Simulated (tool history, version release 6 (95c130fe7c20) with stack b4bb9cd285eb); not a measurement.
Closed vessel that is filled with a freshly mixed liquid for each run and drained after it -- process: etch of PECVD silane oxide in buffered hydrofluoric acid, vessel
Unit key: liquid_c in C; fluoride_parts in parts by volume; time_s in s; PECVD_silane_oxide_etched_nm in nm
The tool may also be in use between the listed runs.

{"run": 1, "hour": 0.0, "liquid_c": 24.0, "fluoride_parts": 10.0, "time_s": 30, "PECVD_silane_oxide_etched_nm": 108.81}
{"run": 2, "hour": 8.2, "liquid_c": 24.0, "fluoride_parts": 10.0, "time_s": 30, "PECVD_silane_oxide_etched_nm": 108.43}
{"run": 3, "hour": 9.4, "liquid_c": 26.0, "fluoride_parts": 9.5, "time_s": 30, "PECVD_silane_oxide_etched_nm": 124.89}
{"run": 4, "hour": 12.1, "liquid_c": 23.0, "fluoride_parts": 9.5, "time_s": 30, "PECVD_silane_oxide_etched_nm": 105.53}
{"run": 5, "hour": 14.6, "liquid_c": 25.0, "fluoride_parts": 9.5, "time_s": 30, "PECVD_silane_oxide_etched_nm": 118.4}
{"run": 6, "hour": 16.4, "liquid_c": 23.5, "fluoride_parts": 9.5, "time_s": 30, "PECVD_silane_oxide_etched_nm": 109.22}

What will run 7 give?
{"run": 7, "hour": 24.3, "liquid_c": 25.5, "fluoride_parts": 9.0, "time_s": 30, "PECVD_silane_oxide_etched_nm": "?"}

PECVD_silane_oxide_etched_nm: 126.05 nm
